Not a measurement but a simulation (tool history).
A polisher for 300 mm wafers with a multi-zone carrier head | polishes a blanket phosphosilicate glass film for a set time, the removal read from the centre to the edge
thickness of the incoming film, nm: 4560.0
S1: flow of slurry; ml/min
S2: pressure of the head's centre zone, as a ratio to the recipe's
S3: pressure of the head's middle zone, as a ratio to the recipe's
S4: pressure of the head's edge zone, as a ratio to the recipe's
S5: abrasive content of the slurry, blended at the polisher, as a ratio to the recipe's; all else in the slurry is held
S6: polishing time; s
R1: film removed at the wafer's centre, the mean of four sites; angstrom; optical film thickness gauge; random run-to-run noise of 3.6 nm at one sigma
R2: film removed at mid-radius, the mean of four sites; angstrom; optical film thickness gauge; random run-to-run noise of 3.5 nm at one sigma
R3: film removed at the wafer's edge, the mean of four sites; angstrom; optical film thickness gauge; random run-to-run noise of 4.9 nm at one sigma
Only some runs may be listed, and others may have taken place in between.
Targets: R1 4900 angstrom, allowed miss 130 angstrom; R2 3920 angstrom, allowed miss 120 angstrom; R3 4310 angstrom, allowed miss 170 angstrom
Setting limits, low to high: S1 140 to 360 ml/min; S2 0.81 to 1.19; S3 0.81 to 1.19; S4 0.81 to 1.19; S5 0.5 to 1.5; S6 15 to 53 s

run 1 hour=0 | S1=230 S2=1 S3=1 S4=1 S5=1 S6=34 | R1=3380.7 R2=3438 R3=3342.8
run 2 hour=5.7 | S1=230 S2=1 S3=1 S4=1 S5=1.2 S6=34 | R1=3627.6 R2=3777.6 R3=3651.1
run 3 hour=7.7 | S1=230 S2=1 S3=1 S4=1 S5=1.2 S6=27 | R1=2906.7 R2=2983.7 R3=2865
run 4 hour=16.7 | S1=245 S2=1.04 S3=0.98 S4=1.03 S5=1.25 S6=28 | R1=3228.6 R2=3089.3 R3=3078.9
run 5 hour=22.2 | S1=245 S2=1.04 S3=0.98 S4=1.03 S5=1.25 S6=34 | R1=3918.7 R2=3761.1 R3=3746.9
run 6 hour=28.2 | S1=250 S2=1.06 S3=0.97 S4=1.06 S5=1.3 S6=34 | R1=4011.5 R2=3815.4 R3=3868.2
run 7 hour=33.5 | S1=290 S2=1.16 S3=0.87 S4=1.1 S5=1.5 S6=34 | R1=4761.7 R2=3715.1 R3=4266.2
run 8 hour=35 | S1=295 S2=1.16 S3=0.88 S4=1.1 S5=1.5 S6=34 | R1=4826.9 R2=3760.2 R3=4238.4

Exactly one of the 4 candidate moves below puts every result within its allowed miss. Which one?
run A hour=36.5 | S1=275 S2=1.12 S3=0.91 S4=1.12 S5=1.35 S6=36 | R1=? R2=? R3=?
run B hour=36.5 | S1=305 S2=1.15 S3=1.04 S4=0.99 S5=1.5 S6=33 | R1=? R2=? R3=?
run C hour=36.5 | S1=340 S2=1.16 S3=0.9 S4=1.12 S5=1.3 S6=36 | R1=? R2=? R3=?
run D hour=36.5 | S1=330 S2=1 S3=0.89 S4=1.16 S5=1.45 S6=37 | R1=? R2=? R3=?

move=A R1=4653.5 R2=3885.7 R3=4352.6
move=B R1=4612.3 R2=4182 R3=3926.4
move=C R1=4864.3 R2=3876 R3=4360.9
move=D R1=4470.7 R2=4103.6 R3=4744.3
A: gets the furthest-off result to its target, but another result is out of tolerance
B: takes the biggest miss from the last run beyond its target
C: every result lands within tolerance
D: takes the biggest miss from the last run beyond its target
Answer: C
